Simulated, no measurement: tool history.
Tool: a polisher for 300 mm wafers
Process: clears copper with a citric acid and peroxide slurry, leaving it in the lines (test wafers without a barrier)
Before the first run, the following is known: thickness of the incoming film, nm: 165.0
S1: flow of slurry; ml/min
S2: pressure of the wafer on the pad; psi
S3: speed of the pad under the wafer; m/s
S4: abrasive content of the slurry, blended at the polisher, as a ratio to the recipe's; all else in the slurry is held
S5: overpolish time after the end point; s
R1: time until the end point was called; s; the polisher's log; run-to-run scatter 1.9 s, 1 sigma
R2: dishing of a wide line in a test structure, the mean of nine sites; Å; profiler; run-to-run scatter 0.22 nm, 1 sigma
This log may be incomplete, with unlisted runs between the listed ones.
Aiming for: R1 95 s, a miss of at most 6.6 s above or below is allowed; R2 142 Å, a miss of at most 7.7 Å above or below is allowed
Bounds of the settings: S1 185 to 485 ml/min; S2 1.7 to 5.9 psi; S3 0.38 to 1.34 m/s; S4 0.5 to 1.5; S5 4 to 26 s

Run 1, hour 0: S1 310 ml/min, S2 3.8 psi, S3 0.86 m/s, S4 1, S5 13 s. Result: R1 58.496 s, R2 252.51 Å.
Run 2, hour 6.9: S1 310 ml/min, S2 3.8 psi, S3 0.96 m/s, S4 1, S5 13 s. Result: R1 54.298 s, R2 274.27 Å.
Run 3, hour 11.6: S1 310 ml/min, S2 3.8 psi, S3 0.96 m/s, S4 0.8, S5 13 s. Result: R1 55.507 s, R2 262.66 Å.
Run 4, hour 12.7: S1 310 ml/min, S2 3.8 psi, S3 1.16 m/s, S4 0.8, S5 13 s. Result: R1 48.902 s, R2 298.95 Å.
Run 5, hour 18.9: S1 305 ml/min, S2 3.5 psi, S3 1.12 m/s, S4 0.8, S5 13 s. Result: R1 52.175 s, R2 283.12 Å.
Run 6, hour 21.1: S1 305 ml/min, S2 3.3 psi, S3 1.04 m/s, S4 0.8, S5 13 s. Result: R1 59.155 s, R2 255.4 Å.
Run 7, hour 28: S1 305 ml/min, S2 3.1 psi, S3 0.98 m/s, S4 0.8, S5 13 s. Result: R1 63.789 s, R2 234.38 Å.
Run 8, hour 30.2: S1 305 ml/min, S2 2.9 psi, S3 0.94 m/s, S4 0.8, S5 13 s. Result: R1 67.927 s, R2 221.53 Å.
Run 9, hour 36.6: S1 300 ml/min, S2 1.9 psi, S3 0.78 m/s, S4 0.75, S5 11 s. Result: R1 107.53 s, R2 125.73 Å.
Run 10, hour 38.6: S1 300 ml/min, S2 1.9 psi, S3 0.78 m/s, S4 0.75, S5 11 s. Result: R1 106.27 s, R2 127.82 Å.
Run 11, hour 43.3: S1 300 ml/min, S2 2 psi, S3 0.78 m/s, S4 0.75, S5 11 s. Result: R1 104.84 s, R2 131.7 Å.
Run 12, hour 51.5: S1 300 ml/min, S2 2.1 psi, S3 0.78 m/s, S4 0.75, S5 11 s. Result: R1 99.743 s, R2 131.92 Å.

Which one of the following 5 next-run settings gets every result inside its allowed miss? There is exactly one.
Run A, hour 59.7: S1 325 ml/min, S2 2.4 psi, S3 0.74 m/s, S4 0.85, S5 13 s. Result: R1 ?, R2 ?.
Run B, hour 59.7: S1 305 ml/min, S2 3.1 psi, S3 0.74 m/s, S4 0.75, S5 11 s. Result: R1 ?, R2 ?.
Run C, hour 59.7: S1 315 ml/min, S2 1.7 psi, S3 0.94 m/s, S4 0.75, S5 13 s. Result: R1 ?, R2 ?.
Run D, hour 59.7: S1 225 ml/min, S2 2.4 psi, S3 0.82 m/s, S4 0.65, S5 11 s. Result: R1 ?, R2 ?.
Run E, hour 59.7: S1 220 ml/min, S2 1.9 psi, S3 0.8 m/s, S4 0.65, S5 10 s. Result: R1 ?, R2 ?.

move      R1      R2
   A  96.764  163.79
   B  84.756  159.01
   C  99.534   158.9
   D  96.695  140.17
   E  113.27  110.07
A: moves the result that the last run missed by most past its target, out the other side
B: moves the result that the last run missed by most past its target, out the other side
C: moves the result that the last run missed by most past its target, out the other side
D: meets every target
E: the biggest miss grows against the last run
D meets every target.
